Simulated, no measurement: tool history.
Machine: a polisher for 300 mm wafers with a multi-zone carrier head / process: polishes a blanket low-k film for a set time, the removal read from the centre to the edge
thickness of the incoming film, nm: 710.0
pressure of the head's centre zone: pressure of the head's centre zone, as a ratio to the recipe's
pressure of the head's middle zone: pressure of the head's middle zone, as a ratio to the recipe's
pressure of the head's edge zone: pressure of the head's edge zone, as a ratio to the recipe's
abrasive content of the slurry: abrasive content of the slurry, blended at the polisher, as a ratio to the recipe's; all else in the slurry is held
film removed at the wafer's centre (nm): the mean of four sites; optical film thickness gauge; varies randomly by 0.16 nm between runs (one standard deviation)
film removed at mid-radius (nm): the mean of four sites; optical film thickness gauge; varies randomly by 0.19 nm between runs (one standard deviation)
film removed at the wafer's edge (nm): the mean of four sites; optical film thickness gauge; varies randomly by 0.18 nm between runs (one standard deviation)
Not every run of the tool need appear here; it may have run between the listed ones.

run	hour	flow of slurry (ml/min)	pressure of the head's centre zone	pressure of the head's middle zone	pressure of the head's edge zone	abrasive content of the slurry	polishing time (s)	film removed at the wafer's centre (nm)	film removed at mid-radius (nm)	film removed at the wafer's edge (nm)
1	0	180	1	1	1	1	31	19.476	20.056	19.725
2	3.8	180	1	1	1	1	25	15.833	15.429	16.258
3	5.9	180	0.92	1	1	1	25	14.906	15.781	16.237
4	13.2	180	0.92	0.99	0.99	0.95	25	14.063	15.225	15.336
5	19.8	180	0.92	0.97	0.98	0.95	25	14.402	14.457	15.36
6	21.1	175	0.91	0.97	0.97	0.95	25	14.163	14.637	15.204
7	26.5	175	0.9	0.96	0.96	0.95	25	14.097	14.741	15.09
8	33.8	175	0.89	0.95	0.95	0.95	25	14.028	14.71	15.492

Predict the results of run 9:
9	35.4	175	0.89	0.95	0.95	0.9	25	?	?	?

For run 9 the tool returned film removed at the wafer's centre (nm) 13.649, film removed at mid-radius (nm) 14.293, film removed at the wafer's edge (nm) 15.014.
